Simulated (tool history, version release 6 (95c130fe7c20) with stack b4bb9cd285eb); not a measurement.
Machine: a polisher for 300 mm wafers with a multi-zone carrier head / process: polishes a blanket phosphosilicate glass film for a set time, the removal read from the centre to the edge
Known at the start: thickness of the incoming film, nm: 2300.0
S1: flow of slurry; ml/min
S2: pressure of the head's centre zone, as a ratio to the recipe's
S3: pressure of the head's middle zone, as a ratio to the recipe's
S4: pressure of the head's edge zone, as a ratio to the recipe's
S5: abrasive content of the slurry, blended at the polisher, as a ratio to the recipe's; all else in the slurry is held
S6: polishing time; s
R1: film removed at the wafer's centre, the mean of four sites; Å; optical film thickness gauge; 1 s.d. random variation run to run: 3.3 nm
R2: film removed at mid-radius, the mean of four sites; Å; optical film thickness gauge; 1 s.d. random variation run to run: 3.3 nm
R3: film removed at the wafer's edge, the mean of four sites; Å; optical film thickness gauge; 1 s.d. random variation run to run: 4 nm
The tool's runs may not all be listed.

run,hour,S1,S2,S3,S4,S5,S6,R1,R2,R3
1,0.0,260,1.00,1.00,1.00,1.00,58,2812.5,2816.7,2871.1
2,5.4,260,1.00,1.00,1.05,1.00,58,2767.7,2843.4,2999.7
3,11.9,270,1.04,0.99,1.05,1.00,58,2896.9,2760.3,2882.6
4,12.8,270,1.04,0.99,1.05,0.85,58,2652.5,2538.6,2694.9
# hour 17.1: slurry nozzle cleaned
5,17.1,295,1.04,0.99,1.05,0.85,58,2839.1,2672.8,2770.9
6,19.3,315,1.05,0.97,1.07,0.85,58,2825.7,2663.1,2813.2
7,24.7,315,1.05,0.97,1.07,0.85,58,2821.9,2660.0,2851.3
8,30.0,330,1.08,0.96,1.08,0.85,58,2910.3,2619.0,2807.3
9,32.6,340,1.10,0.95,1.09,0.90,58,3056.6,2688.3,2921.3

Estimate the outcome of run 10 from the log above:
10,38.1,350,1.12,0.95,1.10,0.90,58,?,?,?

R1: 3099.5 Å
R2: 2683.1 Å
R3: 2900.0 Å
